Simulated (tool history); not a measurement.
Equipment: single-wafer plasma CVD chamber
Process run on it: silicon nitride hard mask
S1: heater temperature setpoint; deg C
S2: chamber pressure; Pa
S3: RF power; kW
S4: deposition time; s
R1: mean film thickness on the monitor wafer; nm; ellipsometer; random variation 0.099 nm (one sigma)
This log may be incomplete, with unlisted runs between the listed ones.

run	hour	S1	S2	S3	S4	R1
1	0.0	390	184	0.375	26.5	32.222
2	1.7	390	200	0.380	26.5	33.333
3	7.6	390	200	0.380	25.3	31.875
4	9.8	390	212	0.390	25.3	32.813
5	17.6	390	221	0.400	25.3	33.671
6	22.5	390	228	0.410	25.3	34.301
7	26.3	390	233	0.420	25.3	34.938
8	31.0	390	237	0.425	25.3	35.168
9	32.1	390	241	0.430	25.3	35.584
10	39.7	390	244	0.435	25.3	35.870

Forecast run 11:
11	41.0	390	247	0.440	25.3	?

Logged for run 11: R1 36.279 nm.

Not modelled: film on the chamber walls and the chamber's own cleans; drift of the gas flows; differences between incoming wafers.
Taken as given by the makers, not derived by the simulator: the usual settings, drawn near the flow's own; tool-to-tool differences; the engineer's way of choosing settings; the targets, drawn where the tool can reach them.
